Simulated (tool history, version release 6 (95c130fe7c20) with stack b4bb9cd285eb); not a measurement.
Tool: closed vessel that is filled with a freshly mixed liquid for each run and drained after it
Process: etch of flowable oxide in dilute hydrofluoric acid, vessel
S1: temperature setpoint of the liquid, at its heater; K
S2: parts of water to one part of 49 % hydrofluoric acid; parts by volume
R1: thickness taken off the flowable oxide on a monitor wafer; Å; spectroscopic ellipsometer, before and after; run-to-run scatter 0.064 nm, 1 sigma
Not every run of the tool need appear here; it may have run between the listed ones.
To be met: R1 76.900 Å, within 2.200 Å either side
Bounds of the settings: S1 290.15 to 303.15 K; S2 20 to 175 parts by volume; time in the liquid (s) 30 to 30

run 1 hour=0.0 | S1=295.15 S2=95 time_in_the_liquid_(s)=30 | R1=85.912
run 2 hour=5.3 | S1=295.15 S2=75 time_in_the_liquid_(s)=30 | R1=111.440
run 3 hour=11.5 | S1=295.15 S2=75 time_in_the_liquid_(s)=30 | R1=112.150
run 4 hour=16.2 | S1=298.65 S2=75 time_in_the_liquid_(s)=30 | R1=128.940
run 5 hour=24.8 | S1=296.65 S2=75 time_in_the_liquid_(s)=30 | R1=118.040
-- hour=26.3 thermometer replaced
run 6 hour=26.3 | S1=296.65 S2=75 time_in_the_liquid_(s)=30 | R1=125.690
run 7 hour=28.2 | S1=295.65 S2=75 time_in_the_liquid_(s)=30 | R1=123.890
run 8 hour=32.2 | S1=295.15 S2=80 time_in_the_liquid_(s)=30 | R1=111.820
run 9 hour=34.6 | S1=295.15 S2=80 time_in_the_liquid_(s)=30 | R1=109.900
run 10 hour=42.6 | S1=294.65 S2=85 time_in_the_liquid_(s)=30 | R1=101.780
run 11 hour=46.5 | S1=294.15 S2=85 time_in_the_liquid_(s)=30 | R1=101.590
run 12 hour=49.4 | S1=293.65 S2=85 time_in_the_liquid_(s)=30 | R1=97.596
run 13 hour=56.4 | S1=293.15 S2=85 time_in_the_liquid_(s)=30 | R1=97.369
run 14 hour=63.7 | S1=292.65 S2=85 time_in_the_liquid_(s)=30 | R1=94.862
run 15 hour=71.8 | S1=292.15 S2=85 time_in_the_liquid_(s)=30 | R1=93.984
run 16 hour=73.5 | S1=291.15 S2=90 time_in_the_liquid_(s)=30 | R1=83.392
run 17 hour=81.4 | S1=290.65 S2=90 time_in_the_liquid_(s)=30 | R1=81.395

4 next moves are on the table. One of them brings every result within its allowed miss. Which?
run A hour=89.3 | S1=291.65 S2=105 time_in_the_liquid_(s)=30 | R1=?
run B hour=89.3 | S1=294.15 S2=95 time_in_the_liquid_(s)=30 | R1=?
run C hour=89.3 | S1=292.15 S2=100 time_in_the_liquid_(s)=30 | R1=?
run D hour=89.3 | S1=290.15 S2=85 time_in_the_liquid_(s)=30 | R1=?

move=A R1=72.087
move=B R1=89.297
move=C R1=77.695
move=D R1=85.409
A: takes the result that was furthest off past its target
B: further off than the last run
C: all results in spec
D: further off than the last run
Correct choice: C, which meets every target
